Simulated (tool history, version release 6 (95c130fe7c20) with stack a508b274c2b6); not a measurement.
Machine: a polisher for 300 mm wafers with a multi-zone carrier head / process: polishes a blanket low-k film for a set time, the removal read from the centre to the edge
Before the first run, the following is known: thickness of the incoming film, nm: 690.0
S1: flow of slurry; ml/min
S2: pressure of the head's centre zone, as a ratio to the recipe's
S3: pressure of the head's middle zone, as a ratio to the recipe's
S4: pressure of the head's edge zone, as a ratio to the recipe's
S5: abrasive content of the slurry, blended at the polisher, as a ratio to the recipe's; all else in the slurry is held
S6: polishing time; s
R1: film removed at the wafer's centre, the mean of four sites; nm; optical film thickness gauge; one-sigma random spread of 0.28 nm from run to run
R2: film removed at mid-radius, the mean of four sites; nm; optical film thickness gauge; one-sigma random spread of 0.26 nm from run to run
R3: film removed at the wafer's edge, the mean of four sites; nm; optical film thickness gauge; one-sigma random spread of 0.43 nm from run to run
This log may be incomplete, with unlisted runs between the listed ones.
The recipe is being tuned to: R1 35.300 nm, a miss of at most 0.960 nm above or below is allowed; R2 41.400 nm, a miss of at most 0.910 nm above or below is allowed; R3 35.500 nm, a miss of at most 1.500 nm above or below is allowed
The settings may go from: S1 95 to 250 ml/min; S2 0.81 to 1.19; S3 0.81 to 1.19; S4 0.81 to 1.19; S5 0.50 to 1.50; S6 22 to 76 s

run 1 day=0.000 | S1=160 S2=1.00 S3=1.00 S4=1.00 S5=1.00 S6=49 | R1=25.308 R2=26.116 R3=26.865
run 2 day=0.021 | S1=160 S2=1.00 S3=1.00 S4=1.00 S5=0.80 S6=49 | R1=23.691 R2=24.668 R3=24.721
run 3 day=0.196 | S1=170 S2=1.00 S3=1.03 S4=0.99 S5=0.90 S6=49 | R1=25.359 R2=25.991 R3=25.860
run 4 day=0.308 | S1=170 S2=1.00 S3=1.03 S4=0.99 S5=0.90 S6=38 | R1=19.319 R2=20.333 R3=19.733
run 5 day=0.625 | S1=170 S2=1.00 S3=0.95 S4=0.99 S5=0.90 S6=38 | R1=19.644 R2=19.495 R3=19.909
run 6 day=0.838 | S1=170 S2=1.00 S3=0.95 S4=0.92 S5=0.90 S6=38 | R1=19.426 R2=19.259 R3=18.945
run 7 day=1.112 | S1=180 S2=0.99 S3=0.99 S4=0.91 S5=1.00 S6=41 | R1=21.745 R2=22.084 R3=21.588
run 8 day=1.392 | S1=185 S2=0.98 S3=1.02 S4=0.89 S5=1.05 S6=44 | R1=23.471 R2=25.061 R3=23.217
run 9 day=1.521 | S1=190 S2=0.98 S3=1.05 S4=0.90 S5=1.15 S6=45 | R1=24.981 R2=26.830 R3=24.828
run 10 day=1.667 | S1=190 S2=0.98 S3=1.05 S4=0.90 S5=1.15 S6=45 | R1=24.598 R2=26.882 R3=24.812
run 11 day=1.783 | S1=235 S2=1.02 S3=1.15 S4=1.00 S5=1.40 S6=51 | R1=32.293 R2=34.664 R3=31.226
run 12 day=2.146 | S1=235 S2=1.01 S3=1.16 S4=0.99 S5=1.40 S6=52 | R1=32.350 R2=35.682 R3=32.316
run 13 day=2.292 | S1=235 S2=1.01 S3=1.17 S4=0.97 S5=1.40 S6=53 | R1=33.448 R2=36.732 R3=33.295
run 14 day=2.658 | S1=250 S2=0.93 S3=1.19 S4=0.87 S5=1.50 S6=55 | R1=32.757 R2=39.766 R3=32.430
run 15 day=2.988 | S1=250 S2=0.93 S3=1.19 S4=0.88 S5=1.50 S6=55 | R1=32.904 R2=39.434 R3=33.293
run 16 day=3.088 | S1=245 S2=0.94 S3=1.18 S4=0.89 S5=1.50 S6=57 | R1=34.332 R2=40.693 R3=35.088

Which one of the following 5 next-run settings gets every result inside its allowed miss? There is exactly one.
run A day=3.188 | S1=225 S2=0.91 S3=1.17 S4=0.96 S5=1.45 S6=57 | R1=? R2=? R3=?
run B day=3.188 | S1=235 S2=0.96 S3=1.14 S4=0.91 S5=1.50 S6=57 | R1=? R2=? R3=?
run C day=3.188 | S1=240 S2=0.94 S3=1.16 S4=0.87 S5=1.50 S6=59 | R1=? R2=? R3=?
run D day=3.188 | S1=245 S2=0.83 S3=1.06 S4=0.83 S5=1.45 S6=63 | R1=? R2=? R3=?
run E day=3.188 | S1=200 S2=0.91 S3=1.11 S4=0.88 S5=1.50 S6=59 | R1=? R2=? R3=?

move=A R1=32.499 R2=39.630 R3=35.019
move=B R1=34.860 R2=39.640 R3=34.656
move=C R1=35.432 R2=41.568 R3=35.207
move=D R1=33.116 R2=41.849 R3=36.546
move=E R1=33.338 R2=39.517 R3=34.748
A: the biggest miss grows against the last run
B: the furthest-off result lands on target, but another misses its tolerance
C: meets every target
D: the biggest miss grows against the last run
E: the biggest miss grows against the last run
The move that meets every target is C.

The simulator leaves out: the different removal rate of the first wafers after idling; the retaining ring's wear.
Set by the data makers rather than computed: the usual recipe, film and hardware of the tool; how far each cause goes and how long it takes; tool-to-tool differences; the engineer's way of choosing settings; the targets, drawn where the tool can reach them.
